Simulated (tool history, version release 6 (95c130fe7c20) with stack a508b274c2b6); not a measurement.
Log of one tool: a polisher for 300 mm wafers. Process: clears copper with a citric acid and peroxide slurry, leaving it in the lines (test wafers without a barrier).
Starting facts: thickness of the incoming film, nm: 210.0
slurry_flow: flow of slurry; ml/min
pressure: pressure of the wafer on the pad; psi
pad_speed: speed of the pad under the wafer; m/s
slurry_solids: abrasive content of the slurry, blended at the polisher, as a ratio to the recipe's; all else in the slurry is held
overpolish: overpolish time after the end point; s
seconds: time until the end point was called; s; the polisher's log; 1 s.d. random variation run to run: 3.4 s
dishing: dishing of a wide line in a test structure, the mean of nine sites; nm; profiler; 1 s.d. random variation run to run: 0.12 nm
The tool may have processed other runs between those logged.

{"run": 1, "hour": 0.0, "slurry_flow": 180, "pressure": 2, "pad_speed": 1.14, "slurry_solids": 1, "overpolish": 8, "seconds": 125.93, "dishing": 10.5}
{"run": 2, "hour": 3.1, "slurry_flow": 180, "pressure": 2, "pad_speed": 1.14, "slurry_solids": 1, "overpolish": 6, "seconds": 123.43, "dishing": 8.1324}
{"run": 3, "hour": 3.6, "slurry_flow": 225, "pressure": 2, "pad_speed": 1.14, "slurry_solids": 1, "overpolish": 6, "seconds": 126.8, "dishing": 8.3469}
{"run": 4, "hour": 5.3, "slurry_flow": 225, "pressure": 2, "pad_speed": 1.14, "slurry_solids": 1.1, "overpolish": 6, "seconds": 121.41, "dishing": 8.3249}
{"run": 5, "hour": 10.9, "slurry_flow": 195, "pressure": 2, "pad_speed": 1.14, "slurry_solids": 1.1, "overpolish": 6, "seconds": 120.95, "dishing": 8.4876}
{"run": 6, "hour": 12.6, "slurry_flow": 220, "pressure": 2, "pad_speed": 1.14, "slurry_solids": 1.1, "overpolish": 6, "seconds": 119.39, "dishing": 8.3609}
{"run": 7, "hour": 18.6, "slurry_flow": 220, "pressure": 1.9, "pad_speed": 1.14, "slurry_solids": 1.05, "overpolish": 7, "seconds": 125.04, "dishing": 9.0836}

Estimate the outcome of run 8 from the log above:
{"run": 8, "hour": 19.7, "slurry_flow": 215, "pressure": 1.8, "pad_speed": 1.12, "slurry_solids": 1, "overpolish": 8, "seconds": "?", "dishing": "?"}

For run 8 the tool returned seconds 136.89 s, dishing 9.5591 nm.
